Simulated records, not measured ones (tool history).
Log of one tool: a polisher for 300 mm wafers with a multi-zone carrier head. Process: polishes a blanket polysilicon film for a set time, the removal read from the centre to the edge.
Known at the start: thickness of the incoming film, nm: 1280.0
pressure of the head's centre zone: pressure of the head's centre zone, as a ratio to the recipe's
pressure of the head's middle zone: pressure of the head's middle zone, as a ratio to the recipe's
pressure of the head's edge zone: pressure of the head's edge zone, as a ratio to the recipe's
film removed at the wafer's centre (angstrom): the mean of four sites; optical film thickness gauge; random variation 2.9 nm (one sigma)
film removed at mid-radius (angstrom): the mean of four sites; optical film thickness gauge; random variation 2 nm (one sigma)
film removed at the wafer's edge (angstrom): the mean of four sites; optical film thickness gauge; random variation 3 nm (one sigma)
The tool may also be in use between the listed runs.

run  hour  flow of slurry (ml/min)  pressure of the head's centre zone  pressure of the head's middle zone  pressure of the head's edge zone  polishing time (s)  film removed at the wafer's centre (angstrom)  film removed at mid-radius (angstrom)  film removed at the wafer's edge (angstrom)
  1   0.0                      175                                1.00                                1.00                              1.00                  68                                         4134.3                                 4213.8                                       4212.1
  2   5.7                      215                                1.00                                1.00                              1.00                  68                                         4206.1                                 4372.6                                       4405.0
  3  13.3                      210                                0.98                                0.99                              0.99                  65                                         3961.6                                 4193.3                                       4214.9
  4  21.4                      200                                0.96                                0.98                              0.98                  62                                         3722.9                                 3835.9                                       3922.1
  5  28.4                      200                                0.94                                0.98                              0.98                  59                                         3461.6                                 3665.3                                       3743.6
  6  32.5                      200                                0.94                                1.03                              0.98                  59                                         3390.1                                 3869.1                                       3756.4
  7  34.1                      195                                0.93                                1.02                              0.98                  57                                         3256.0                                 3678.1                                       3624.5
  8  37.2                      190                                0.92                                1.01                              0.97                  55                                         3083.5                                 3523.2                                       3435.2

Run 9 comes next. What will it give?
  9  40.3                      140                                0.82                                0.91                              0.87                  47                                              ?                                      ?                                            ?

film removed at the wafer's centre (angstrom): 2187.2
film removed at mid-radius (angstrom): 2561.0
film removed at the wafer's edge (angstrom): 2701.9

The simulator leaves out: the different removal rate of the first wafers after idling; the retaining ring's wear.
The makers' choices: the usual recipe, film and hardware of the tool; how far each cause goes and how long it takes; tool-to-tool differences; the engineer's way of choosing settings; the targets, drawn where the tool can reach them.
